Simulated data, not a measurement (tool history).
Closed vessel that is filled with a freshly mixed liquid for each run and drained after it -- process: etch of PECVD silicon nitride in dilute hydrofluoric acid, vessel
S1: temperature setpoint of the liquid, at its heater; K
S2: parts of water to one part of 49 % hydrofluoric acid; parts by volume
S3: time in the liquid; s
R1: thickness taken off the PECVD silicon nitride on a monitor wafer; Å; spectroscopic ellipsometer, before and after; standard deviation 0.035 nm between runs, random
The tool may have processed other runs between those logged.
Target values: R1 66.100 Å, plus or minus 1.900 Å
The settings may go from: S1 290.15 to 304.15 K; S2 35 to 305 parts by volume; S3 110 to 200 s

run,hour,S1,S2,S3,R1
1,0.0,296.15,170,200,32.621
2,6.8,296.15,170,200,32.319
3,12.5,294.15,170,200,28.655
4,18.7,294.15,170,200,28.699
5,23.5,296.15,160,200,34.575
6,29.3,296.15,130,200,42.646
7,30.9,297.65,130,200,46.763
8,36.2,298.65,130,200,49.428
9,37.4,299.65,130,200,52.791
10,45.8,300.15,130,200,54.896

Which of these 5 next moves meets every target?
A,54.2,301.65,120,200,?
B,54.2,300.65,100,200,?
C,54.2,301.65,105,200,?
D,54.2,298.65,90,195,?
E,54.2,301.65,125,200,?

move,R1
A,65.790
B,74.103
C,75.218
D,70.486
E,63.146
A: each result inside its tolerance
B: takes the biggest miss from the last run beyond its target
C: takes the biggest miss from the last run beyond its target
D: takes the biggest miss from the last run beyond its target
E: an improvement on the last run, though not all results are within tolerance
The right move is A.

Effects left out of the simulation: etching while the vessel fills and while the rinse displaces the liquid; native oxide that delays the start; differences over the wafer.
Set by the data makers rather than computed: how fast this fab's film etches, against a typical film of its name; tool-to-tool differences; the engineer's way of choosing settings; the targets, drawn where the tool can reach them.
